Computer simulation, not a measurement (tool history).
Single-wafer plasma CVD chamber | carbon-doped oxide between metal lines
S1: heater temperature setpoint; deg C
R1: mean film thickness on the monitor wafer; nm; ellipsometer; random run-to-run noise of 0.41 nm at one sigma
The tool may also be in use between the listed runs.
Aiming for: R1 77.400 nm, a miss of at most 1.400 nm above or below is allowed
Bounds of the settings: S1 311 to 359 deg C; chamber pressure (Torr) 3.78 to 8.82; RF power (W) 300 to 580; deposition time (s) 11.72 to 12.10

Run 1, hour 0.0: S1 335 deg C, chamber pressure (Torr) 6.30, RF power (W) 440, deposition time (s) 11.72. Result: R1 62.148 nm.
Run 2, hour 7.1: S1 332 deg C, chamber pressure (Torr) 6.50, RF power (W) 460, deposition time (s) 11.74. Result: R1 65.717 nm.
Run 3, hour 13.9: S1 338 deg C, chamber pressure (Torr) 6.50, RF power (W) 460, deposition time (s) 11.74. Result: R1 64.205 nm.
Run 4, hour 18.5: S1 338 deg C, chamber pressure (Torr) 5.41, RF power (W) 460, deposition time (s) 11.74. Result: R1 62.371 nm.
Run 5, hour 25.2: S1 327 deg C, chamber pressure (Torr) 5.41, RF power (W) 460, deposition time (s) 11.74. Result: R1 65.387 nm.
Run 6, hour 27.8: S1 319 deg C, chamber pressure (Torr) 5.41, RF power (W) 460, deposition time (s) 11.74. Result: R1 67.478 nm.
Run 7, hour 32.7: S1 318 deg C, chamber pressure (Torr) 5.67, RF power (W) 470, deposition time (s) 11.75. Result: R1 70.082 nm.
Run 8, hour 34.5: S1 318 deg C, chamber pressure (Torr) 5.67, RF power (W) 470, deposition time (s) 11.75. Result: R1 69.580 nm.
Run 9, hour 39.3: S1 317 deg C, chamber pressure (Torr) 5.95, RF power (W) 475, deposition time (s) 11.76. Result: R1 71.502 nm.
Run 10, hour 39.9: S1 316 deg C, chamber pressure (Torr) 6.18, RF power (W) 480, deposition time (s) 11.76. Result: R1 71.347 nm.
Run 11, hour 46.5: S1 315 deg C, chamber pressure (Torr) 6.20, RF power (W) 490, deposition time (s) 11.77. Result: R1 73.320 nm.
Run 12, hour 52.5: S1 314 deg C, chamber pressure (Torr) 6.26, RF power (W) 495, deposition time (s) 11.77. Result: R1 74.840 nm.
Run 13, hour 54.8: S1 314 deg C, chamber pressure (Torr) 6.32, RF power (W) 500, deposition time (s) 11.77. Result: R1 75.447 nm.
Run 14, hour 58.5: S1 314 deg C, chamber pressure (Torr) 6.36, RF power (W) 500, deposition time (s) 11.77. Result: R1 75.508 nm.
Run 15, hour 62.4: S1 314 deg C, chamber pressure (Torr) 6.40, RF power (W) 500, deposition time (s) 11.77. Result: R1 75.478 nm.
Run 16, hour 66.2: S1 314 deg C, chamber pressure (Torr) 6.44, RF power (W) 500, deposition time (s) 11.77. Result: R1 75.074 nm.
Run 17, hour 69.2: S1 314 deg C, chamber pressure (Torr) 6.46, RF power (W) 505, deposition time (s) 11.77. Result: R1 75.749 nm.
Run 18, hour 77.9: S1 314 deg C, chamber pressure (Torr) 6.49, RF power (W) 505, deposition time (s) 11.77. Result: R1 75.853 nm.

Which single option among these 5 for the next run brings every result within its allowed miss of target? Just one does.
Run A, hour 86.6: S1 316 deg C, chamber pressure (Torr) 6.92, RF power (W) 505, deposition time (s) 11.72. Result: R1 ?.
Run B, hour 86.6: S1 311 deg C, chamber pressure (Torr) 6.48, RF power (W) 485, deposition time (s) 12.10. Result: R1 ?.
Run C, hour 86.6: S1 315 deg C, chamber pressure (Torr) 6.36, RF power (W) 490, deposition time (s) 11.72. Result: R1 ?.
Run D, hour 86.6: S1 319 deg C, chamber pressure (Torr) 5.16, RF power (W) 500, deposition time (s) 12.10. Result: R1 ?.
Run E, hour 86.6: S1 312 deg C, chamber pressure (Torr) 6.13, RF power (W) 465, deposition time (s) 11.76. Result: R1 ?.

move      R1
   A  74.949
   B  76.768
   C  73.321
   D  73.215
   E  71.751
A: further off than the last run
B: meets every target
C: further off than the last run
D: further off than the last run
E: further off than the last run
B is the move that brings every result within its allowed miss.

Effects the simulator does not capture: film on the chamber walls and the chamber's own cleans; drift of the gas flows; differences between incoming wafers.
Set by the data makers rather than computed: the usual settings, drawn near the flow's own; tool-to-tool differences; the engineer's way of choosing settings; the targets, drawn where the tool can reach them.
